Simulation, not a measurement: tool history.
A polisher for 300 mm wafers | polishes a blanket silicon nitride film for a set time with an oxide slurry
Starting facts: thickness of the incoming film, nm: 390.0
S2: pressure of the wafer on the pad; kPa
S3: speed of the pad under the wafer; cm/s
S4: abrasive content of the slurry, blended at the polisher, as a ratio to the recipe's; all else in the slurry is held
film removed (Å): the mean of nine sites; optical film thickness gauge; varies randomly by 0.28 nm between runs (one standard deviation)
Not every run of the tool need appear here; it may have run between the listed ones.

{"run": 1, "hour": 0.0, "flow of slurry (ml/min)": 225, "S2": 31.0, "S3": 90, "S4": 1.0, "polishing time (s)": 87, "film removed (Å)": 640.19}
{"run": 2, "hour": 8.4, "flow of slurry (ml/min)": 225, "S2": 31.0, "S3": 90, "S4": 0.85, "polishing time (s)": 87, "film removed (Å)": 591.41}
{"run": 3, "hour": 11.1, "flow of slurry (ml/min)": 225, "S2": 31.0, "S3": 90, "S4": 0.85, "polishing time (s)": 87, "film removed (Å)": 592.61}
{"run": 4, "hour": 12.3, "flow of slurry (ml/min)": 225, "S2": 35.2, "S3": 90, "S4": 0.85, "polishing time (s)": 87, "film removed (Å)": 646.31}
{"run": 5, "hour": 13.0, "flow of slurry (ml/min)": 225, "S2": 32.4, "S3": 90, "S4": 0.85, "polishing time (s)": 87, "film removed (Å)": 608.78}
{"run": 6, "hour": 17.5, "flow of slurry (ml/min)": 225, "S2": 30.3, "S3": 90, "S4": 0.85, "polishing time (s)": 87, "film removed (Å)": 575.4}
{"run": 7, "hour": 19.8, "flow of slurry (ml/min)": 225, "S2": 28.3, "S3": 90, "S4": 0.85, "polishing time (s)": 87, "film removed (Å)": 549.2}
{"run": 8, "hour": 23.4, "flow of slurry (ml/min)": 225, "S2": 26.9, "S3": 90, "S4": 0.85, "polishing time (s)": 87, "film removed (Å)": 523.9}
{"run": 9, "hour": 31.2, "flow of slurry (ml/min)": 225, "S2": 25.5, "S3": 90, "S4": 0.85, "polishing time (s)": 87, "film removed (Å)": 507.04}
{"run": 10, "hour": 31.9, "flow of slurry (ml/min)": 225, "S2": 24.8, "S3": 90, "S4": 0.85, "polishing time (s)": 87, "film removed (Å)": 501.97}
{"run": 11, "hour": 37.9, "flow of slurry (ml/min)": 225, "S2": 24.1, "S3": 90, "S4": 0.85, "polishing time (s)": 87, "film removed (Å)": 492.53}
{"run": 12, "hour": 43.1, "flow of slurry (ml/min)": 225, "S2": 23.4, "S3": 90, "S4": 0.85, "polishing time (s)": 87, "film removed (Å)": 487.91}

Run 13 comes next. What will it give?
{"run": 13, "hour": 49.4, "flow of slurry (ml/min)": 225, "S2": 22.8, "S3": 90, "S4": 0.85, "polishing time (s)": 87, "film removed (Å)": "?"}

film removed (Å): 474.81

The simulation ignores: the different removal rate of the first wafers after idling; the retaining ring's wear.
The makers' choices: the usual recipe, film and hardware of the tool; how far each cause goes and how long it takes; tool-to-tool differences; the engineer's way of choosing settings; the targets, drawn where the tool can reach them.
